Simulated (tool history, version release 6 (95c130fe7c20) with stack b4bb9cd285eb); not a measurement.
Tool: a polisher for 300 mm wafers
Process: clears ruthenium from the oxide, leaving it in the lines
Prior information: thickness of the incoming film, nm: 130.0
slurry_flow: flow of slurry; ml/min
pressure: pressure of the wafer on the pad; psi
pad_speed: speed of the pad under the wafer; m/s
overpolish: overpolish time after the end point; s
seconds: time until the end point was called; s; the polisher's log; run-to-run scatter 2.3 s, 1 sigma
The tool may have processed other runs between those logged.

run 1 day=0.000 | slurry_flow=205 pressure=2.2 pad_speed=1.28 overpolish=21 | seconds=73.728
run 2 day=0.038 | slurry_flow=205 pressure=2.1 pad_speed=1.28 overpolish=21 | seconds=77.163
run 3 day=0.167 | slurry_flow=205 pressure=2.0 pad_speed=1.28 overpolish=21 | seconds=76.753
run 4 day=0.317 | slurry_flow=205 pressure=2.0 pad_speed=1.28 overpolish=22 | seconds=80.421
run 5 day=0.454 | slurry_flow=205 pressure=1.9 pad_speed=1.28 overpolish=22 | seconds=82.080
run 6 day=0.783 | slurry_flow=205 pressure=1.8 pad_speed=1.26 overpolish=22 | seconds=88.667

What does the tool deliver on the next run?
run 7 day=0.992 | slurry_flow=205 pressure=1.7 pad_speed=1.26 overpolish=22 | seconds=?

Run 7 measured seconds 95.000 s.
